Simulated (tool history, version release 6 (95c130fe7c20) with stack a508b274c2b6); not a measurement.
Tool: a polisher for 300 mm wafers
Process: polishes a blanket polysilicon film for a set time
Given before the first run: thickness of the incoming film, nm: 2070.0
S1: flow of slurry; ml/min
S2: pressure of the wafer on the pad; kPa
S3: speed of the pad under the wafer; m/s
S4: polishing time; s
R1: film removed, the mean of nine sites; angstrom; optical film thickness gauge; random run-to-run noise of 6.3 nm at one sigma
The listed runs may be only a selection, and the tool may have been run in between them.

| run | hour | S1 | S2 | S3 | S4 | R1 |
|---|---|---|---|---|---|---|
| 1 | 0.0 | 170 | 21.4 | 0.94 | 50 | 4900.9 |
| 2 | 7.7 | 175 | 22.8 | 0.94 | 50 | 4980.0 |
| 3 | 14.6 | 175 | 24.8 | 0.94 | 50 | 5441.0 |
| 4 | 20.1 | 175 | 20.7 | 0.94 | 50 | 4676.3 |
| 5 | 23.8 | 175 | 20.7 | 0.94 | 45 | 4213.8 |
| 6 | 24.6 | 175 | 23.4 | 0.94 | 45 | 4604.5 |

Estimate the outcome of run 7 from the log above:
| 7 | 26.5 | 175 | 26.2 | 0.94 | 45 | ? |

R1: 5048.3 angstrom
